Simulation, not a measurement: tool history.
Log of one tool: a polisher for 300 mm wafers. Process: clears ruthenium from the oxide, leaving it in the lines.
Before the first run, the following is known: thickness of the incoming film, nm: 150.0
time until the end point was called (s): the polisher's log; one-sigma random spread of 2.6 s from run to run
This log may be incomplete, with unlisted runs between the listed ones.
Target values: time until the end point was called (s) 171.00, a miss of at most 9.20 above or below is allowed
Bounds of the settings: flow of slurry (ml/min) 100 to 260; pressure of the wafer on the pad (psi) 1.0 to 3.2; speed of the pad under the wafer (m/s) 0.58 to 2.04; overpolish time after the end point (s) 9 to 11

run    day  flow of slurry (ml/min)  pressure of the wafer on the pad (psi)  speed of the pad under the wafer (m/s)  overpolish time after the end point (s)  time until the end point was called (s)
  1  0.000                      165                                     2.1                                    1.30                                       11                                   114.02
  2  0.258                      165                                     1.9                                    1.28                                       11                                   120.27
  3  0.367                      165                                     1.9                                    1.04                                       11                                   148.10
  4  0.621                      165                                     2.2                                    1.04                                       11                                   129.04
  5  0.900                      165                                     2.2                                    1.16                                       11                                   117.29
  6  1.175                      165                                     2.0                                    1.14                                       11                                   128.51
  7  1.296                      165                                     1.9                                    1.12                                       11                                   137.57
  8  1.567                      165                                     1.8                                    1.12                                       11                                   145.70
  9  1.846                      165                                     1.7                                    1.12                                       11                                   151.29

Next run, 4 choices. One meets every target within its allowed miss, the rest don't. Which?
  A  2.125                      175                                     1.8                                    1.14                                        9                                        ?
  B  2.125                      150                                     1.6                                    1.28                                       10                                        ?
  C  2.125                      220                                     1.5                                    1.10                                        9                                        ?
  D  2.125                      160                                     1.8                                    1.14                                        9                                        ?

move  time until the end point was called (s)
   A                                   146.11
   B                                   153.22
   C                                   173.83
   D                                   147.94
A: the biggest miss grows against the last run
B: nearer the targets than the last run, but a result is still out of spec
C: each result inside its tolerance
D: the biggest miss grows against the last run
Correct choice: C, which meets every target
